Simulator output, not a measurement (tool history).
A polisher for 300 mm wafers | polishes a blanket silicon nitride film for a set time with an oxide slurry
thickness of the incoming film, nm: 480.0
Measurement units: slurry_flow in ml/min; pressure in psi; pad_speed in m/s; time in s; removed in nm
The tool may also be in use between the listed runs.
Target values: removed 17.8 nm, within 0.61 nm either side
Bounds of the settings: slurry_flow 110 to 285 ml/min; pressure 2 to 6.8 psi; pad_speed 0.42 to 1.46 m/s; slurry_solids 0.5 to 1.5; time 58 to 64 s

run	day	slurry_flow	pressure	pad_speed	slurry_solids	time	removed
1	0	180	4.4	0.94	1	64	46.671
2	0.371	180	4.4	0.94	0.9	64	43.575
3	0.642	180	4.4	1.02	0.9	64	46.776
4	0.962	180	5.3	1.02	0.9	64	56.592
5	1.033	180	5.3	0.84	0.9	64	46.807
6	1.242	180	4.6	0.78	0.9	64	39.219
7	1.412	180	4.1	0.72	0.9	64	33.042
8	1.767	180	3.7	0.68	0.9	64	28.481
9	1.95	165	2.5	0.66	0.9	64	18.663

Exercise: of the 4 proposed moves below, exactly one satisfies all targets within the stated allowed misses. Which move is it?
A	2.133	170	2.4	0.7	1	64	?
B	2.133	180	2.7	0.64	0.9	64	?
C	2.133	160	2.8	0.66	0.85	64	?
D	2.133	245	3.6	0.5	0.6	64	?

move	removed
A	20.116
B	20.048
C	20.226
D	17.798
A: misses by more than the last run did
B: misses by more than the last run did
C: misses by more than the last run did
D: all results land within tolerance of their targets
The right move is D.
